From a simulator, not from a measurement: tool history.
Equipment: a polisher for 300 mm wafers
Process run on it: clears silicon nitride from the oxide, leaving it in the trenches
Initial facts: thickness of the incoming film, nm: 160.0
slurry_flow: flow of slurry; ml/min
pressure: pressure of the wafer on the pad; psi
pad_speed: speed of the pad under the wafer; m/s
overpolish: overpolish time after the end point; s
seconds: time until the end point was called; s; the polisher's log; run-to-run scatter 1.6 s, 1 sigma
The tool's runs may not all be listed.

run  hour  slurry_flow  pressure  pad_speed  overpolish  seconds
  1   0.0          240       3.4       1.20          28   136.65
  2   8.8          240       3.1       1.20          28   152.61
  3  12.7          240       3.1       1.20          28   150.14
  4  21.0          205       3.1       1.20          28   154.64
  5  27.3          200       3.0       1.20          28   157.81
  6  35.6          200       2.9       1.20          28   162.50
  7  38.0          200       2.9       1.20          28   161.80

Run 8 has not been measured yet. What should we expect?
  8  44.6          200       2.8       1.20          28        ?

{"run 8": {"seconds": 167.18}}

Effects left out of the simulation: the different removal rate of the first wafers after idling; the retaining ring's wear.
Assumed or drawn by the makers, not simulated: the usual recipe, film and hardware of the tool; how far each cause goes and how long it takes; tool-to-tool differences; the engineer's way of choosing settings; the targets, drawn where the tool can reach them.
